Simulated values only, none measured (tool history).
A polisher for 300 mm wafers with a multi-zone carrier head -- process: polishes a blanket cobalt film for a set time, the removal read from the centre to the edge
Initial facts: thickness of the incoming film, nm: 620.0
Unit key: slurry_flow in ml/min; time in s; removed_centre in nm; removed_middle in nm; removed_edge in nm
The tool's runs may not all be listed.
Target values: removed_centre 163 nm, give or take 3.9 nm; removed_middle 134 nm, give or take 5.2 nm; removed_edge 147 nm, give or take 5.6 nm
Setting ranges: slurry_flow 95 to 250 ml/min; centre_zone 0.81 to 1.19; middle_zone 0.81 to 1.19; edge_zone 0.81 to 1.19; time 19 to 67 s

run	hour	slurry_flow	centre_zone	middle_zone	edge_zone	time	removed_centre	removed_middle	removed_edge
1	0	160	1	1	1	43	204.13	211.2	214.91
2	2	135	1	1	1	43	191.79	200.87	205.93
3	5.5	135	1	1	0.97	43	195.19	199.75	203.09
4	9.1	135	1	0.94	0.97	43	191.57	186.88	205.06
5	15.6	130	1.03	0.93	0.92	39	178.22	171.35	181.42
6	24.6	160	1.03	0.93	0.92	39	189.32	175.48	190.2
7	33.2	145	1.06	0.91	0.88	37	179.65	162.6	174.68
8	41.5	135	1.09	0.89	0.86	35	172.11	147.26	160.84
# hour 46.1: slurry nozzle cleaned
9	46.1	100	1.11	0.87	0.81	34	166.61	139.84	152.45

Of the 4 settings listed for the next run, only one would bring every result within its allowed miss of target. Which one?
A	50.7	185	1.19	0.81	0.96	28	?	?	?
B	50.7	130	1.09	0.84	0.84	31	?	?	?
C	50.7	100	1.11	0.81	0.89	35	?	?	?
D	50.7	105	1.15	0.85	0.81	33	?	?	?

move	removed_centre	removed_middle	removed_edge
A	174.23	122.11	145.08
B	163.39	130.1	146.02
C	173.17	132.83	160.11
D	172.15	132.19	147.76
A: takes the biggest miss from the last run beyond its target
B: meets every target
C: puts the biggest miss on target and leaves a different result outside tolerance
D: puts the biggest miss on target and leaves a different result outside tolerance
Correct choice: B, which meets every target
